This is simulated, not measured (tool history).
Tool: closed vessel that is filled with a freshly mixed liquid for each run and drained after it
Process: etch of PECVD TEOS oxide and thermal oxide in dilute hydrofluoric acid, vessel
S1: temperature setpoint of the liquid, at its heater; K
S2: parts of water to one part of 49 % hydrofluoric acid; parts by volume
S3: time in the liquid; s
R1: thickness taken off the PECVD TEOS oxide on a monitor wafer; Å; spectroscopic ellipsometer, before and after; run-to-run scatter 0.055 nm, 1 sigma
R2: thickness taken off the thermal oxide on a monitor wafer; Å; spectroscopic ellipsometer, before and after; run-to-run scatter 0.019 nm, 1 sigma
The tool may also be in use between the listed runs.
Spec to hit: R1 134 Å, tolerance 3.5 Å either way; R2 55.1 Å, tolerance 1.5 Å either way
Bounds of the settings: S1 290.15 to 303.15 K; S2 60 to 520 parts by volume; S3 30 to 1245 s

run,day,S1,S2,S3,R1,R2
1,0,295.15,290,635,186.11,76.243
2,0.071,295.15,290,395,115.22,47.202
3,0.217,296.65,290,395,122.24,50.193
4,0.283,293.15,290,395,107.49,44.012
5,0.338,295.15,290,395,115.22,47.241
6,0.692,293.65,290,395,108.71,44.801
7,0.908,295.15,290,395,115.01,47.725
8,1.183,296.15,290,395,120.04,49.06
9,1.392,297.15,290,395,124.02,50.862
10,1.675,297.65,290,395,126.3,51.478
11,1.742,298.15,290,395,129.25,52.312

4 candidate next runs follow, results not yet known. Just one meets every target within its allowed miss. Identify it.
A,1.808,294.15,235,340,?,?
B,1.808,293.65,190,265,?,?
C,1.808,296.15,330,490,?,?
D,1.808,298.65,275,380,?,?

move,R1,R2
A,124.94,50.741
B,123.54,50.171
C,125.94,51.143
D,134.83,54.756
A: the biggest miss grows against the last run
B: the biggest miss grows against the last run
C: the biggest miss grows against the last run
D: hits every target within its allowed miss
The move that meets every target is D.

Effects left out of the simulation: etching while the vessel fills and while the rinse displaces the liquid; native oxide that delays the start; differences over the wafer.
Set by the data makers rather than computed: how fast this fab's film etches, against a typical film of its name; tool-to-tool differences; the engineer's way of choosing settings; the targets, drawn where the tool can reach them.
